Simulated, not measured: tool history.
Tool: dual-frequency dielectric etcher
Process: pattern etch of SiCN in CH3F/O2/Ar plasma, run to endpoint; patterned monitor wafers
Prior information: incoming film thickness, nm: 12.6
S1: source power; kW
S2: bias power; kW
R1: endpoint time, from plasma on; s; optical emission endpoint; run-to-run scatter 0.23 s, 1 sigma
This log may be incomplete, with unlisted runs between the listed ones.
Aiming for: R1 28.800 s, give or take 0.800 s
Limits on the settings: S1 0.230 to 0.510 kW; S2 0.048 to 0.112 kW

run	hour	S1	S2	R1
1	0.0	0.370	0.080	35.034
2	1.1	0.410	0.080	33.709
3	4.9	0.410	0.072	35.271
4	7.4	0.430	0.076	33.684
5	11.4	0.430	0.064	36.051
6	14.2	0.430	0.059	37.446
7	22.0	0.440	0.064	35.949
8	28.7	0.450	0.069	34.336
9	37.7	0.460	0.072	34.106
10	40.3	0.510	0.088	30.046
11	45.5	0.510	0.089	30.050

Which of these 4 next moves meets every target?
A	50.7	0.480	0.088	?
B	50.7	0.510	0.084	?
C	50.7	0.450	0.108	?
D	50.7	0.450	0.092	?

move	R1
A	30.679
B	30.625
C	28.853
D	30.786
A: lands further from the targets than the last run did
B: lands further from the targets than the last run did
C: every result lands within tolerance
D: lands further from the targets than the last run did
Move C is the one to make.
